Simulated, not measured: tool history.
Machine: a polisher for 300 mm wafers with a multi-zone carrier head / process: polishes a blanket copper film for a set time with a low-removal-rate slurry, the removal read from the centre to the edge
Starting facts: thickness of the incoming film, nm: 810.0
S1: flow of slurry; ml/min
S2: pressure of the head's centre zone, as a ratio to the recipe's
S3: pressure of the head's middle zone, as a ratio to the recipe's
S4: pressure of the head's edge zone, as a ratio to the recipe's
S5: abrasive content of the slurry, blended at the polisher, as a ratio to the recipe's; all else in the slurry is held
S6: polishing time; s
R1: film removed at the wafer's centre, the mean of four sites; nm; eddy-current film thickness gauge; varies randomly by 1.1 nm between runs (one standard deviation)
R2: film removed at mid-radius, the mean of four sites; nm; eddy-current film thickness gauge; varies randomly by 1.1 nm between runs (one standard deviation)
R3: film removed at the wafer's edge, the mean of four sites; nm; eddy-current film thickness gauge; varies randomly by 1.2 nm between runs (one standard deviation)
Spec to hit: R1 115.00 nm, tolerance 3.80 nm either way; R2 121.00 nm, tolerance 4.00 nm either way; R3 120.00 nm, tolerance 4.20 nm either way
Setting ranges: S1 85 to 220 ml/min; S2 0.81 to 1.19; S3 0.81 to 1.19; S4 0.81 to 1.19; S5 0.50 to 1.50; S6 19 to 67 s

run    day   S1    S2    S3    S4    S5  S6      R1      R2      R3
  1  0.000  140  1.00  1.00  1.00  1.00  43  148.17  144.43  145.40
  2  0.171  135  0.98  0.99  0.98  0.95  43  141.47  138.49  138.20
  3  0.483  130  0.96  0.98  0.97  0.95  43  137.03  136.93  139.35
  4  0.708  130  0.96  0.98  0.97  0.95  47  147.22  149.68  151.40
  5  0.888  130  0.96  1.07  0.97  0.95  47  151.70  163.37  151.63
  6  1.042  130  0.96  1.07  0.91  0.95  47  152.04  162.41  148.21
  7  1.346  125  0.95  1.05  0.90  0.90  47  144.54  157.28  144.97
  8  1.658  120  0.95  0.95  0.84  0.65  43  120.60  118.65  117.24

Below are 5 possible settings for the next run. Only one of them brings all results inside the allowed miss of their targets. Which is it?
  A  1.971  110  0.91  1.08  0.85  0.50  47   ?   ?   ?
  B  1.971  130  0.92  0.90  0.85  0.55  44   ?   ?   ?
  C  1.971  105  0.88  0.91  0.90  0.65  47   ?   ?   ?
  D  1.971  145  1.03  1.13  0.81  0.65  39   ?   ?   ?
  E  1.971  110  0.92  0.97  0.85  1.00  39   ?   ?   ?

move      R1      R2      R3
   A  113.04  133.54  118.51
   B  114.70  114.47  117.36
   C  115.73  122.78  129.01
   D  122.47  131.54  108.60
   E  113.98  121.68  118.46
A: corrects the largest miss of the last run, while another result sits out of spec
B: corrects the largest miss of the last run, while another result sits out of spec
C: corrects the largest miss of the last run, while another result sits out of spec
D: its largest miss is bigger than the last run's
E: every result within its allowed miss
Move E is the one to make.
